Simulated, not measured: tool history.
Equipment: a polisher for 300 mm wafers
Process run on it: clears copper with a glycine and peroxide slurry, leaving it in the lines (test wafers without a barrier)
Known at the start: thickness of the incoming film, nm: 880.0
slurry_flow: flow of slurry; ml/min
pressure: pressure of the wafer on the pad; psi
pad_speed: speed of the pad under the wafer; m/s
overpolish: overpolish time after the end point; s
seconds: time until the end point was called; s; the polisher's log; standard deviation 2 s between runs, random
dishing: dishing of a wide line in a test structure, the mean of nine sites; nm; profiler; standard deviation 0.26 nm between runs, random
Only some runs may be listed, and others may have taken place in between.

run    day  slurry_flow  pressure  pad_speed  overpolish  seconds  dishing
  1      0          300       2.7       1.28          13   131.28   59.987
  2  0.288          275       2.4       1.32          11   140.56   49.288
  3  0.638          255       2.2       1.36          10   150.97    44.13
  4  1.012          255       2.2       1.36           5    150.5   24.748
  5  1.088          295       2.2       1.32           5   147.67   24.243
  6  1.117          310       2.1       1.32           5   154.36   23.296
  7  1.167          325       2.1       1.32           5   152.55   23.539
  8  1.308          340       2.1       1.32           5   154.72   22.958

For run 9, what comes out?
  9  1.35          355       2.1       1.32           5        ?        ?

Run 9 came out at seconds 158.05 s, dishing 23.03 nm.

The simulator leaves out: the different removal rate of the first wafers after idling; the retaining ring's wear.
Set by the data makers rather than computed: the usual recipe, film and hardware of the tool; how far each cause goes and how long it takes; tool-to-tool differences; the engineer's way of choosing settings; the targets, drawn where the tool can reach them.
